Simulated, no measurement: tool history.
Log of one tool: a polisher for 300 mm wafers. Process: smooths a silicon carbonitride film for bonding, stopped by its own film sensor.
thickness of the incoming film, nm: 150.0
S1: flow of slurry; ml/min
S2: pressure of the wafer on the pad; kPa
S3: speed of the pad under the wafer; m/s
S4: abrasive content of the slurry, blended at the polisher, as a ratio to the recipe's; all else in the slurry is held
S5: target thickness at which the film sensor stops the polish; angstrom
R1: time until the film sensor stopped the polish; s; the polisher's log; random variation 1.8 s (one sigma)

{"run": 1, "hour": 0.0, "S1": 185, "S2": 12.4, "S3": 0.94, "S4": 1, "S5": 1360, "R1": 55.546}
{"run": 2, "hour": 7.2, "S1": 185, "S2": 11, "S3": 0.92, "S4": 1, "S5": 1360, "R1": 63.912}
{"run": 3, "hour": 9.9, "S1": 185, "S2": 10.3, "S3": 0.9, "S4": 1, "S5": 1360, "R1": 66.958}
{"run": 4, "hour": 14.5, "S1": 185, "S2": 10.3, "S3": 0.9, "S4": 1, "S5": 1370, "R1": 63.086}
{"run": 5, "hour": 20.1, "S1": 185, "S2": 10.3, "S3": 0.9, "S4": 1, "S5": 1370, "R1": 62.675}
{"run": 6, "hour": 25.6, "S1": 185, "S2": 10.3, "S3": 1.08, "S4": 1, "S5": 1370, "R1": 55.029}

Run 7 comes next. What will it give?
{"run": 7, "hour": 32.1, "S1": 185, "S2": 9, "S3": 1.02, "S4": 1, "S5": 1370, "R1": "?"}

{"run 7": {"R1": 65.508}}
